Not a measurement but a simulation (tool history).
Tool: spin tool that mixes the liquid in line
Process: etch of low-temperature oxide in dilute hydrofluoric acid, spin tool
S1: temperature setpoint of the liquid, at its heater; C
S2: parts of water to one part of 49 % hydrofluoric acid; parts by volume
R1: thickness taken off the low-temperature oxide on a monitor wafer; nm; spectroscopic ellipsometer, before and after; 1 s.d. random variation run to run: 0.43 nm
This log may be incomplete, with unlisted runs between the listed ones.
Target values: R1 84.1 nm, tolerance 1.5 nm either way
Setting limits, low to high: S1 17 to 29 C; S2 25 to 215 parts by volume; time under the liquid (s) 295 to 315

run 1 hour=0 | S1=21 S2=120 time_under_the_liquid_(s)=295 | R1=72.597
run 2 hour=3.7 | S1=17.5 S2=120 time_under_the_liquid_(s)=295 | R1=62.781
run 3 hour=5 | S1=18 S2=120 time_under_the_liquid_(s)=295 | R1=63.909
run 4 hour=12.4 | S1=18 S2=120 time_under_the_liquid_(s)=315 | R1=68.606
run 5 hour=16.4 | S1=18.5 S2=120 time_under_the_liquid_(s)=315 | R1=69.812
run 6 hour=23.1 | S1=17 S2=120 time_under_the_liquid_(s)=315 | R1=65.21
run 7 hour=28.3 | S1=17.5 S2=120 time_under_the_liquid_(s)=315 | R1=67.519
run 8 hour=28.9 | S1=18 S2=120 time_under_the_liquid_(s)=315 | R1=68.39
run 9 hour=30.3 | S1=22 S2=120 time_under_the_liquid_(s)=315 | R1=80.9
run 10 hour=34.6 | S1=22.5 S2=120 time_under_the_liquid_(s)=315 | R1=81.971

Exactly one of the 5 candidate moves below puts every result within its allowed miss. Which one?
run A hour=38.9 | S1=21 S2=110 time_under_the_liquid_(s)=300 | R1=?
run B hour=38.9 | S1=23 S2=120 time_under_the_liquid_(s)=315 | R1=?
run C hour=38.9 | S1=23 S2=120 time_under_the_liquid_(s)=295 | R1=?
run D hour=38.9 | S1=21.5 S2=115 time_under_the_liquid_(s)=305 | R1=?
run E hour=38.9 | S1=23.5 S2=120 time_under_the_liquid_(s)=295 | R1=?

move=A R1=80.995
move=B R1=83.477
move=C R1=78.177
move=D R1=79.915
move=E R1=79.729
A: its largest miss is bigger than the last run's
B: all results in spec
C: its largest miss is bigger than the last run's
D: its largest miss is bigger than the last run's
E: its largest miss is bigger than the last run's
Answer: B
